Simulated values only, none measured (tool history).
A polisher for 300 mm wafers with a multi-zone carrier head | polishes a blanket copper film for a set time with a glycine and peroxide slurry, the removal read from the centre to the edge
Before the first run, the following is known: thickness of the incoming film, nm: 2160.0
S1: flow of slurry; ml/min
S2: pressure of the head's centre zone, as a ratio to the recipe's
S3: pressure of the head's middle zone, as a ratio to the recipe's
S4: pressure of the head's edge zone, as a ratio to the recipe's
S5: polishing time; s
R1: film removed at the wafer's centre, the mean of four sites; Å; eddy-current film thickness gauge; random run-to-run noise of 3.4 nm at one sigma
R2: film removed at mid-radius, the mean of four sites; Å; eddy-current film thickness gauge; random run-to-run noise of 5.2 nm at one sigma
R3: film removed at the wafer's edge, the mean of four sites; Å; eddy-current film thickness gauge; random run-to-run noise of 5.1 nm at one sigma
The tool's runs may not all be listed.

run  hour   S1    S2    S3    S4  S5      R1      R2      R3
  1     0  160     1     1     1  72  5442.2  5350.3  5385.6
  2   0.9  150  0.97  0.95  0.98  66  4719.2  4593.1  4858.1
  3   5.1  145  0.95  0.91  0.95  63  4444.2    4243  4573.5
  4  12.8  135  0.93  0.88  0.94  61  3995.2  3921.8  4258.3
  5  17.5  135  0.93  0.81  0.94  61  4083.8    3655  4279.6
  6  23.6  135  0.93  0.81  0.88  61  4061.2    3587  4142.5
  7  29.9  125  0.92  0.81  0.88  61  3961.1  3576.9  4063.8

Estimate the outcome of run 8 from the log above:
  8  32.4  120  0.91  0.81  0.89  61   ?   ?   ?

Run 8 produced R1 3808 Å, R2 3533.2 Å, R3 4136.5 Å.
